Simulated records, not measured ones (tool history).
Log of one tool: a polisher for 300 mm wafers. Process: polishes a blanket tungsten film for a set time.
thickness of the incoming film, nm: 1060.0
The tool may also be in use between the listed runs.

run,hour,flow of slurry (ml/min),pressure of the wafer on the pad (kPa),speed of the pad under the wafer (cm/s),abrasive content of the slurry,polishing time (s),film removed (angstrom)
1,0,190,23.4,96,1,94,3753.4
2,7,190,29,96,1,94,4333.2
3,12.7,190,26.2,96,1,94,3983
4,17.2,190,24.1,96,1,94,3882.6
5,19.8,190,22.1,94,1,94,3491.3
6,23.2,190,26.2,94,1,94,3972.7

Forecast run 7:
7,26.5,190,24.1,94,1,94,?

{"run 7": {"film removed (angstrom)": 3722}}
